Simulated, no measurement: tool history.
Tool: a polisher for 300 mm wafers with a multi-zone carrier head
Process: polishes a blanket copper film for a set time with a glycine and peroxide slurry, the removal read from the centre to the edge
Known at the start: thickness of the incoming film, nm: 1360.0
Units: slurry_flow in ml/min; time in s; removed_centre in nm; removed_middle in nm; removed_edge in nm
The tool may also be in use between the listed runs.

Run 1, hour 0: slurry_flow 150 ml/min, centre_zone 1, middle_zone 1, edge_zone 1, time 45 s. Result: removed_centre 276.47 nm, removed_middle 262.18 nm, removed_edge 270.53 nm.
Run 2, hour 6.9: slurry_flow 180 ml/min, centre_zone 1, middle_zone 1, edge_zone 1, time 45 s. Result: removed_centre 279.88 nm, removed_middle 270.25 nm, removed_edge 278.9 nm.
Run 3, hour 11.5: slurry_flow 185 ml/min, centre_zone 1.01, middle_zone 1.02, edge_zone 1.03, time 47 s. Result: removed_centre 306.71 nm, removed_middle 292.76 nm, removed_edge 294.64 nm.
Run 4, hour 12.3: slurry_flow 185 ml/min, centre_zone 1.04, middle_zone 1.02, edge_zone 1.03, time 47 s. Result: removed_centre 305.83 nm, removed_middle 291.4 nm, removed_edge 295.46 nm.
Run 5, hour 17.9: slurry_flow 185 ml/min, centre_zone 1.04, middle_zone 1.02, edge_zone 1.03, time 41 s. Result: removed_centre 268.89 nm, removed_middle 251.54 nm, removed_edge 260.8 nm.
Run 6, hour 24.4: slurry_flow 185 ml/min, centre_zone 1.04, middle_zone 1.1, edge_zone 1.03, time 41 s. Result: removed_centre 267.7 nm, removed_middle 270.77 nm, removed_edge 256.67 nm.
Run 7, hour 33.1: slurry_flow 190 ml/min, centre_zone 1.02, middle_zone 1.09, edge_zone 1.06, time 44 s. Result: removed_centre 288.87 nm, removed_middle 286.66 nm, removed_edge 278.12 nm.

The next listed run, before its measurement:
Run 8, hour 39.3: slurry_flow 195 ml/min, centre_zone 0.99, middle_zone 1.08, edge_zone 1.08, time 46 s. Result: removed_centre ?, removed_middle ?, removed_edge ?.

removed_centre: 293.02 nm
removed_middle: 301.07 nm
removed_edge: 298.81 nm
